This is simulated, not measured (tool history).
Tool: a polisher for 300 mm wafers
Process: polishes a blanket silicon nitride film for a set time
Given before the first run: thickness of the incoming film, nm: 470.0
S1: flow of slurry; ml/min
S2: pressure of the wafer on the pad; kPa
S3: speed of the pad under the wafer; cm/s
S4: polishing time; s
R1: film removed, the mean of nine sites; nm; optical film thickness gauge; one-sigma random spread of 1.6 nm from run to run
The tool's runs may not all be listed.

run 1 hour=0 | S1=315 S2=27.6 S3=140 S4=27 | R1=83.346
run 2 hour=7.3 | S1=315 S2=29.6 S3=142 S4=27 | R1=86.771
run 3 hour=8.8 | S1=315 S2=33.8 S3=142 S4=27 | R1=98.941
run 4 hour=15.7 | S1=315 S2=34.5 S3=142 S4=27 | R1=99.49
run 5 hour=17.6 | S1=315 S2=34.5 S3=112 S4=27 | R1=86.256
run 6 hour=18.7 | S1=315 S2=34.5 S3=130 S4=27 | R1=92.686

Expected results for the next run?
run 7 hour=21.3 | S1=315 S2=35.9 S3=132 S4=27 | R1=?

Run 7 came out at R1 98.004 nm.
